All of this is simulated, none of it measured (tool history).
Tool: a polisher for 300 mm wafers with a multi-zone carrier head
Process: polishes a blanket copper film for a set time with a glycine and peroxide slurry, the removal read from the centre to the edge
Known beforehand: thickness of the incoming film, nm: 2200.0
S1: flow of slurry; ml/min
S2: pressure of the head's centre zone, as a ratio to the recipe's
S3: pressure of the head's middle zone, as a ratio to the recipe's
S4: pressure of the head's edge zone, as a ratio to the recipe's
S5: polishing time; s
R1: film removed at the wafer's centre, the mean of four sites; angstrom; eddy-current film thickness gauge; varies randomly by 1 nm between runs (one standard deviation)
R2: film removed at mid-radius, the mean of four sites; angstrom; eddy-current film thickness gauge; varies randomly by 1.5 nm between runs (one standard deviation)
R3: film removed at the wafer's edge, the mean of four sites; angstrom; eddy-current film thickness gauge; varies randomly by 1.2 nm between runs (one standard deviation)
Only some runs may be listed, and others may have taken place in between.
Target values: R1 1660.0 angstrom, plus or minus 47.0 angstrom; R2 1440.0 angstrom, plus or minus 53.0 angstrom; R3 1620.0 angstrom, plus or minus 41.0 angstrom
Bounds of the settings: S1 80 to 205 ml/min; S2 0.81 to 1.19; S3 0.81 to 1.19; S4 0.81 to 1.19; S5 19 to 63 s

run	hour	S1	S2	S3	S4	S5	R1	R2	R3
1	0.0	135	1.00	1.00	1.00	41	2505.9	2516.5	2488.6
2	5.9	135	1.00	1.00	1.04	41	2501.1	2472.2	2556.6
3	11.0	135	1.00	1.06	1.04	41	2487.2	2680.2	2557.9
4	18.2	125	0.99	1.01	1.00	38	2284.9	2343.3	2305.7
5	22.0	125	0.99	0.96	1.00	38	2254.1	2275.9	2284.9
6	25.3	125	0.99	0.96	1.07	38	2243.2	2228.8	2377.6
7	29.4	95	1.03	0.86	0.97	27	1569.8	1382.9	1570.1
8	31.8	100	1.03	0.86	0.97	27	1556.1	1391.2	1566.6
9	33.6	105	1.04	0.86	0.97	27	1609.9	1420.2	1572.7
10	39.5	105	1.04	0.86	0.98	27	1595.7	1390.1	1574.4

Next run, 4 choices. One meets every target within its allowed miss, the rest don't. Which?
A	45.4	95	1.16	0.98	1.15	26	?	?	?
B	45.4	95	1.07	0.84	1.02	26	?	?	?
C	45.4	105	0.96	0.89	1.11	26	?	?	?
D	45.4	100	0.97	0.85	1.04	28	?	?	?

move	R1	R2	R3
A	1672.9	1452.5	1606.6
B	1558.3	1289.4	1515.4
C	1458.5	1379.8	1604.5
D	1564.3	1418.7	1660.8
A: all results land within tolerance of their targets
B: lands further from the targets than the last run did
C: lands further from the targets than the last run did
D: lands further from the targets than the last run did
A meets every target.

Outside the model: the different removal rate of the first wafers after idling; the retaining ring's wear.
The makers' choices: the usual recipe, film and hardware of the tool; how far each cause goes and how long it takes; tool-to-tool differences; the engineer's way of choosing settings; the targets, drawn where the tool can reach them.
